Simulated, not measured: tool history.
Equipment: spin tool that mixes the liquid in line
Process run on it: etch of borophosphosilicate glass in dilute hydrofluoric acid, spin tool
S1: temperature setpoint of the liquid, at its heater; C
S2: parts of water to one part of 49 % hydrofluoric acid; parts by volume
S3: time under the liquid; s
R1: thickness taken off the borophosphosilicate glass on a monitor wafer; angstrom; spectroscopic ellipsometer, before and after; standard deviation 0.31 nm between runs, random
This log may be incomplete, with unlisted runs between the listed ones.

run,hour,S1,S2,S3,R1
1,0.0,26.0,280,180,226.87
2,6.2,26.0,280,180,226.91
3,7.2,22.5,280,180,201.96
4,14.5,22.5,350,180,149.04
5,16.6,22.5,395,180,128.00
6,17.7,22.5,395,180,126.67
7,23.7,24.5,320,180,182.24
8,28.7,26.5,260,180,256.23
9,34.1,28.0,220,180,329.15
10,34.7,29.0,190,180,415.79
11,40.4,30.0,175,180,470.83
12,43.8,31.0,165,180,527.33
13,48.0,31.5,155,180,578.53
14,54.9,34.0,120,180,869.56
15,58.3,33.5,120,180,844.17
16,64.6,33.0,120,180,830.48
# hour 71.9: hydrofluoric acid flow meter replaced
17,71.9,32.5,120,180,925.76
18,73.2,32.5,125,180,875.86
19,75.6,31.0,125,180,835.04

Run 20 has not been measured yet. What should we expect?
20,82.5,31.0,130,180,?

Run 20 gave R1 792.86 angstrom.
